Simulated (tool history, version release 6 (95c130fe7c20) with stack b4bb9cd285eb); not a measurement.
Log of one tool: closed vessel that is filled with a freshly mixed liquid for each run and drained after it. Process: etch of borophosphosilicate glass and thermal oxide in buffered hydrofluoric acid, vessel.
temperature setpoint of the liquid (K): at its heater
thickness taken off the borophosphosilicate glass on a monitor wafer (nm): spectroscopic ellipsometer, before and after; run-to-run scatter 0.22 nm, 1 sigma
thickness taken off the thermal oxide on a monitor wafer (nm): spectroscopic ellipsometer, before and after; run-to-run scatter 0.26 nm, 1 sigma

run  hour  temperature setpoint of the liquid (K)  parts of 40 % ammonium fluoride to one part of 49 % hydrofluoric acid (parts by volume)  time in the liquid (s)  thickness taken off the borophosphosilicate glass on a monitor wafer (nm)  thickness taken off the thermal oxide on a monitor wafer (nm)
  1   0.0                                  297.15                                                                                      8.5                      60                                                                     99.645                                                         76.194
  2   2.0                                  299.15                                                                                      8.5                      60                                                                    111.670                                                         85.610
  3   8.7                                  299.15                                                                                      8.5                      45                                                                     84.034                                                         65.041
  4  14.1                                  299.15                                                                                      8.5                      35                                                                     65.330                                                         50.039
  5  19.8                                  298.15                                                                                      8.5                      35                                                                     62.113                                                         47.074
  6  20.5                                  298.15                                                                                      8.5                      45                                                                     79.319                                                         60.514
  7  23.7                                  296.65                                                                                      9.0                      45                                                                     69.055                                                         53.220
  8  25.8                                  295.65                                                                                      9.0                      45                                                                     65.053                                                         49.876
  9  29.1                                  294.65                                                                                      9.0                      45                                                                     62.292                                                         47.505
 10  31.6                                  294.65                                                                                      9.0                      45                                                                     61.810                                                         46.979

The next listed run, before its measurement:
 11  37.7                                  293.65                                                                                      9.0                      45                                                                          ?                                                              ?

thickness taken off the borophosphosilicate glass on a monitor wafer (nm): 58.825
thickness taken off the thermal oxide on a monitor wafer (nm): 44.589
